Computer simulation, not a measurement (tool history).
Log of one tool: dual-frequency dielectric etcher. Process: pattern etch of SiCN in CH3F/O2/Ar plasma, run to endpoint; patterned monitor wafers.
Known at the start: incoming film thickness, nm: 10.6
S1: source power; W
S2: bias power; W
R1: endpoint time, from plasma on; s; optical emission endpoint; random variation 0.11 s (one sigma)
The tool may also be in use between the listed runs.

run 1 day=0 | S1=540 S2=87 | R1=22.721
run 2 day=0.35 | S1=580 S2=91 | R1=21.63
run 3 day=0.446 | S1=530 S2=91 | R1=22.619
run 4 day=0.608 | S1=500 S2=91 | R1=23.159
run 5 day=0.888 | S1=550 S2=93 | R1=21.824
run 6 day=0.971 | S1=610 S2=93 | R1=20.928
run 7 day=1.188 | S1=640 S2=94 | R1=20.591
run 8 day=1.542 | S1=660 S2=96 | R1=20.118
run 9 day=1.762 | S1=680 S2=98 | R1=19.565
run 10 day=2.092 | S1=680 S2=98 | R1=19.591
run 11 day=2.267 | S1=700 S2=99 | R1=19.184

The next listed run, before its measurement:
run 12 day=2.308 | S1=710 S2=99 | R1=?

{"run 12": {"R1": 19.245}}
